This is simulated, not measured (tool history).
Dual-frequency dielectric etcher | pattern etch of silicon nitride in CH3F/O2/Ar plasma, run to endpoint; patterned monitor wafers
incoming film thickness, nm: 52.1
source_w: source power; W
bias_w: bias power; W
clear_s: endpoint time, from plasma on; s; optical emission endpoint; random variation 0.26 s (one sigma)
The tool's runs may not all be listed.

{"run": 1, "day": 0.0, "source_w": 280, "bias_w": 91, "clear_s": 80.678}
{"run": 2, "day": 0.258, "source_w": 280, "bias_w": 81, "clear_s": 84.36}
{"run": 3, "day": 0.367, "source_w": 330, "bias_w": 81, "clear_s": 77.128}
{"run": 4, "day": 0.696, "source_w": 350, "bias_w": 88, "clear_s": 73.071}
{"run": 5, "day": 0.929, "source_w": 390, "bias_w": 88, "clear_s": 69.008}
{"run": 6, "day": 1.242, "source_w": 390, "bias_w": 88, "clear_s": 69.196}
{"run": 7, "day": 1.592, "source_w": 390, "bias_w": 96, "clear_s": 67.347}
{"run": 8, "day": 1.679, "source_w": 390, "bias_w": 102, "clear_s": 65.299}

Run 9 comes next. What will it give?
{"run": 9, "day": 1.833, "source_w": 390, "bias_w": 104, "clear_s": "?"}

clear_s: 65.241 s
